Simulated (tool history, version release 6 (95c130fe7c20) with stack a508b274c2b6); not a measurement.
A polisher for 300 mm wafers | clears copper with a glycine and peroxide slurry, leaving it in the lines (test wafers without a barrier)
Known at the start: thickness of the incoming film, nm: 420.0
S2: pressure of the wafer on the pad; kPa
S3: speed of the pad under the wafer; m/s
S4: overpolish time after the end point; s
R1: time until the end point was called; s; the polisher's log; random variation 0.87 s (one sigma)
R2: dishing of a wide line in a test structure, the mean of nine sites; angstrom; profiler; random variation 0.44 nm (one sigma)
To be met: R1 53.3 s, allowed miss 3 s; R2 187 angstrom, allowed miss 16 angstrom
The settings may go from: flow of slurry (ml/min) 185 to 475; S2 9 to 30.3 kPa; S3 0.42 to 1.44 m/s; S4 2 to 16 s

run 1 hour=0 | flow_of_slurry_(ml/min)=305 S2=19.3 S3=0.92 S4=8 | R1=74.582 R2=328.4
run 2 hour=3.3 | flow_of_slurry_(ml/min)=305 S2=20 S3=0.96 S4=7 | R1=71.228 R2=313.79
run 3 hour=8 | flow_of_slurry_(ml/min)=305 S2=20 S3=0.88 S4=7 | R1=76.661 R2=294.66
run 4 hour=11 | flow_of_slurry_(ml/min)=305 S2=20 S3=0.88 S4=9 | R1=75.352 R2=374.46
run 5 hour=18.2 | flow_of_slurry_(ml/min)=305 S2=20 S3=0.88 S4=7 | R1=75.023 R2=293.31
run 6 hour=19.2 | flow_of_slurry_(ml/min)=320 S2=21.4 S3=0.88 S4=6 | R1=69.911 R2=267.13
run 7 hour=26.8 | flow_of_slurry_(ml/min)=325 S2=22.8 S3=0.88 S4=5 | R1=68.292 R2=252.01
run 8 hour=29.8 | flow_of_slurry_(ml/min)=360 S2=24.1 S3=0.88 S4=4 | R1=64.977 R2=205.07
run 9 hour=38.6 | flow_of_slurry_(ml/min)=365 S2=25.5 S3=0.88 S4=4 | R1=63.561 R2=213.34
run 10 hour=40.3 | flow_of_slurry_(ml/min)=370 S2=26.2 S3=0.9 S4=4 | R1=59.207 R2=213.81
run 11 hour=45.2 | flow_of_slurry_(ml/min)=375 S2=26.9 S3=0.9 S4=4 | R1=56.307 R2=218.77
run 12 hour=46.2 | flow_of_slurry_(ml/min)=380 S2=27.6 S3=0.9 S4=4 | R1=58.432 R2=225.18
run 13 hour=53.6 | flow_of_slurry_(ml/min)=320 S2=26.9 S3=1.02 S4=2 | R1=52.606 R2=127.11

5 next moves are on the table. One of them brings every result within its allowed miss. Which?
run A hour=61 | flow_of_slurry_(ml/min)=390 S2=24.8 S3=1.02 S4=4 | R1=? R2=?
run B hour=61 | flow_of_slurry_(ml/min)=440 S2=26.2 S3=1.02 S4=4 | R1=? R2=?
run C hour=61 | flow_of_slurry_(ml/min)=275 S2=28.3 S3=0.98 S4=4 | R1=? R2=?
run D hour=61 | flow_of_slurry_(ml/min)=340 S2=29 S3=1.02 S4=2 | R1=? R2=?
run E hour=61 | flow_of_slurry_(ml/min)=355 S2=26.2 S3=1.04 S4=3 | R1=? R2=?

move=A R1=57.069 R2=234.22
move=B R1=54.425 R2=244.61
move=C R1=54.633 R2=244.05
move=D R1=51.112 R2=136.49
move=E R1=54.158 R2=188.88
A: takes the result that was furthest off past its target
B: takes the result that was furthest off past its target
C: takes the result that was furthest off past its target
D: nearer than the last run, and not there yet
E: meets every target
The right move is E.

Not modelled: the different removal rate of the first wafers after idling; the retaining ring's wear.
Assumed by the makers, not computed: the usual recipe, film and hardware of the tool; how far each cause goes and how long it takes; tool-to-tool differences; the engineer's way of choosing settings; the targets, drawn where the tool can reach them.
